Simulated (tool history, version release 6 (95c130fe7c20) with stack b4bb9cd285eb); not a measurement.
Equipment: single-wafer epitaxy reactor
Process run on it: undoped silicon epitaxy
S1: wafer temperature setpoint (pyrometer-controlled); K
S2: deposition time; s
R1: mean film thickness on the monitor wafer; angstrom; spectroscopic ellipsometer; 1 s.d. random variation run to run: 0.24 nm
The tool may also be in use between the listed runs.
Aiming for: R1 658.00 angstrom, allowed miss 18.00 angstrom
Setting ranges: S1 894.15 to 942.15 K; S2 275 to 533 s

| run | hour | S1 | S2 | R1 |
|---|---|---|---|---|
| 1 | 0.0 | 918.15 | 404 | 546.40 |
| 2 | 6.6 | 920.15 | 405 | 576.08 |
| 3 | 10.9 | 930.15 | 405 | 735.62 |
| 4 | 19.8 | 929.15 | 405 | 720.83 |
| 5 | 25.2 | 937.15 | 405 | 866.64 |
| 6 | 30.6 | 934.15 | 404 | 808.17 |
| 7 | 34.6 | 932.15 | 404 | 771.85 |
| 8 | 43.3 | 931.15 | 404 | 750.49 |
| 9 | 49.2 | 931.15 | 404 | 751.49 |
| 10 | 58.0 | 930.15 | 404 | 734.55 |
| 11 | 62.0 | 929.15 | 404 | 717.89 |
| 12 | 67.8 | 928.15 | 404 | 698.52 |
| 13 | 72.0 | 927.15 | 404 | 682.40 |

Next run, 4 choices. One meets every target within its allowed miss, the rest don't. Which?
| A | 76.2 | 922.15 | 402 | ? |
| B | 76.2 | 926.15 | 370 | ? |
| C | 76.2 | 932.15 | 344 | ? |
| D | 76.2 | 927.15 | 365 | ? |

| move | R1 |
|---|---|
| A | 595.88 |
| B | 605.50 |
| C | 651.85 |
| D | 612.18 |
A: pushes the last run's worst result past its target
B: pushes the last run's worst result past its target
C: all results land within tolerance of their targets
D: pushes the last run's worst result past its target
Correct choice: C, which meets every target
